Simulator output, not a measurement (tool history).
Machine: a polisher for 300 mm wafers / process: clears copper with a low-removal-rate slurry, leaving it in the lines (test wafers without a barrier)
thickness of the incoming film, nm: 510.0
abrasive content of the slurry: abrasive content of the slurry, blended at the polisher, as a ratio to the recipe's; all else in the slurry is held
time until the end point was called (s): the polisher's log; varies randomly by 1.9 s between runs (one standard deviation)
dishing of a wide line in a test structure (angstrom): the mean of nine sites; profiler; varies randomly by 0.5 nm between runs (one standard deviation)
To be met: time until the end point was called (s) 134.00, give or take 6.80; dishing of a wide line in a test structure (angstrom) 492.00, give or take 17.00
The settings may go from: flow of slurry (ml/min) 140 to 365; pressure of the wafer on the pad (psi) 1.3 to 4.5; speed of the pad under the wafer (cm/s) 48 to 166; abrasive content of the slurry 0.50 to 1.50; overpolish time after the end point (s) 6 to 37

run	day	flow of slurry (ml/min)	pressure of the wafer on the pad (psi)	speed of the pad under the wafer (cm/s)	abrasive content of the slurry	overpolish time after the end point (s)	time until the end point was called (s)	dishing of a wide line in a test structure (angstrom)
1	0.000	235	2.9	106	1.00	19	186.25	326.60
2	0.312	235	2.9	106	0.90	19	192.95	321.73
3	0.612	235	3.1	106	0.90	20	182.44	348.68
4	0.646	235	3.1	124	0.90	20	160.63	379.63
5	0.942	235	3.2	124	0.90	21	156.13	400.59
6	1.200	235	3.2	124	1.00	21	148.33	404.77
7	1.225	235	3.3	124	1.00	22	150.40	428.64
8	1.517	235	3.4	124	1.00	22	147.38	422.91
9	1.708	235	3.5	124	1.00	22	142.60	434.03
10	1.946	235	3.6	124	1.00	22	140.55	437.61
11	2.275	230	3.8	126	0.95	23	134.31	457.08
12	2.529	230	3.8	126	0.95	23	134.84	457.96
13	2.554	235	3.8	128	0.95	24	131.98	467.29

Which one of the following 4 next-run settings gets every result inside its allowed miss? There is exactly one.
A	2.579	200	3.5	138	0.90	27	?	?
B	2.579	220	4.2	122	0.90	22	?	?
C	2.579	275	3.3	128	0.95	25	?	?
D	2.579	275	3.2	142	0.95	21	?	?

move	time until the end point was called (s)	dishing of a wide line in a test structure (angstrom)
A	133.07	492.29
B	128.58	459.24
C	142.08	458.76
D	131.35	436.01
A: meets every target
B: lands further from the targets than the last run did
C: lands further from the targets than the last run did
D: lands further from the targets than the last run did
A meets every target.
